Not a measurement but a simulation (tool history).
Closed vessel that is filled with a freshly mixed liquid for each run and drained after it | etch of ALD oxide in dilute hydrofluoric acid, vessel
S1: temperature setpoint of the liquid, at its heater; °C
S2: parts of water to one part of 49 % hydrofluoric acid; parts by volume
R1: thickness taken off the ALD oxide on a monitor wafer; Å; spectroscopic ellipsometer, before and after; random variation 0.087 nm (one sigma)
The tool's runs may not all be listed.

Run 1, day 0: S1 24 °C, S2 195 parts by volume, time in the liquid (s) 115. Result: R1 80.456 Å.
Run 2, day 0.3: S1 25 °C, S2 195 parts by volume, time in the liquid (s) 115. Result: R1 81.907 Å.
Run 3, day 0.45: S1 25 °C, S2 265 parts by volume, time in the liquid (s) 115. Result: R1 56.092 Å.
Run 4, day 0.75: S1 26.5 °C, S2 250 parts by volume, time in the liquid (s) 115. Result: R1 64.373 Å.
Run 5, day 0.975: S1 26.5 °C, S2 250 parts by volume, time in the liquid (s) 115. Result: R1 63.568 Å.
Run 6, day 1.046: S1 27.5 °C, S2 235 parts by volume, time in the liquid (s) 115. Result: R1 73.018 Å.
Run 7, day 1.329: S1 28.5 °C, S2 230 parts by volume, time in the liquid (s) 115. Result: R1 75.931 Å.

The next listed run, before its measurement:
Run 8, day 1.558: S1 29 °C, S2 220 parts by volume, time in the liquid (s) 115. Result: R1 ?.

Run 8 gave R1 81.494 Å.
